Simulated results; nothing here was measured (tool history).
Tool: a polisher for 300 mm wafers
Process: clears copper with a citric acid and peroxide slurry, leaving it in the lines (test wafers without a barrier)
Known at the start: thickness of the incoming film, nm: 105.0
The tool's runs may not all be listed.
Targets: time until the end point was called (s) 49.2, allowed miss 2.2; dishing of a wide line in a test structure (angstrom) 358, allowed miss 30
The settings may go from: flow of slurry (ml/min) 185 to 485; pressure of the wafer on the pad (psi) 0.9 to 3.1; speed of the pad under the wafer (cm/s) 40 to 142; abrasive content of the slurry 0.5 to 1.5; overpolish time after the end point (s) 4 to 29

run,hour,flow of slurry (ml/min),pressure of the wafer on the pad (psi),speed of the pad under the wafer (cm/s),abrasive content of the slurry,overpolish time after the end point (s),time until the end point was called (s),dishing of a wide line in a test structure (angstrom)
1,0,310,2,90,1,15,80.52,156.81
2,8.9,310,2,70,1,15,99.883,123.83
3,9.5,310,1.6,70,1,15,125.8,105.6
4,11.2,310,1.4,70,1,15,143.03,91.308
5,14.1,310,1.4,60,1,15,164.7,77.867
6,19.2,310,1.7,64,1,16,129.41,108.57
7,22,310,2,68,1,17,104.77,136.48
8,28.7,310,2.2,72,1,18,91.826,160.5
9,34.8,310,2.4,76,1,19,78.912,192.54
10,41,315,3,90,1,23,54.974,335.03
11,44.7,315,3,92,1,23,54.179,315.99

4 next moves are on the table. One of them brings every result within its allowed miss. Which?
A,48.4,295,3.1,98,0.95,23,?,?
B,48.4,305,2.8,90,0.85,29,?,?
C,48.4,385,2.6,96,1.05,20,?,?
D,48.4,240,3.1,82,1.35,19,?,?

move,time until the end point was called (s),dishing of a wide line in a test structure (angstrom)
A,49.265,377.23
B,59.973,386.49
C,56.59,293.37
D,55.889,285.74
A: meets every target
B: further off than the last run
C: further off than the last run
D: further off than the last run
Answer: A

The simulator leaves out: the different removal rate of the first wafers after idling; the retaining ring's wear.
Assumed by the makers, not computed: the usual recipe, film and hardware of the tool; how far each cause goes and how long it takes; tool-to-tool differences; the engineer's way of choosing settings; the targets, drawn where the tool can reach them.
